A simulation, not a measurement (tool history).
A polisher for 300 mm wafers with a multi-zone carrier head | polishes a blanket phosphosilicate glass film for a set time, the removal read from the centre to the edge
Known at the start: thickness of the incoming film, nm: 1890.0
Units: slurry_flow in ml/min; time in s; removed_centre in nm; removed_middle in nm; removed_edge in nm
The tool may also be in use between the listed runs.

run,day,slurry_flow,centre_zone,middle_zone,edge_zone,slurry_solids,time,removed_centre,removed_middle,removed_edge
1,0.000,215,1.00,1.00,1.00,1.00,71,488.86,473.87,478.76
2,0.071,230,1.05,1.02,1.05,1.15,73,559.27,528.69,529.01
3,0.304,230,1.05,1.02,1.02,1.15,73,558.17,515.35,526.59
4,0.483,230,1.05,1.02,1.02,1.05,73,535.95,507.25,502.73
5,0.696,235,1.08,1.03,1.04,1.20,76,605.38,561.15,560.68
6,0.725,245,1.11,1.03,1.07,1.30,78,663.91,590.68,597.93
7,0.988,250,1.12,1.03,1.09,1.35,80,681.00,612.06,630.85
8,1.033,255,1.14,1.03,1.09,1.40,82,717.91,635.93,655.68

The next listed run, before its measurement:
9,1.079,260,1.16,1.03,1.09,1.45,84,?,?,?

{"run 9": {"removed_centre": 763.88, "removed_middle": 661.47, "removed_edge": 679.95}}
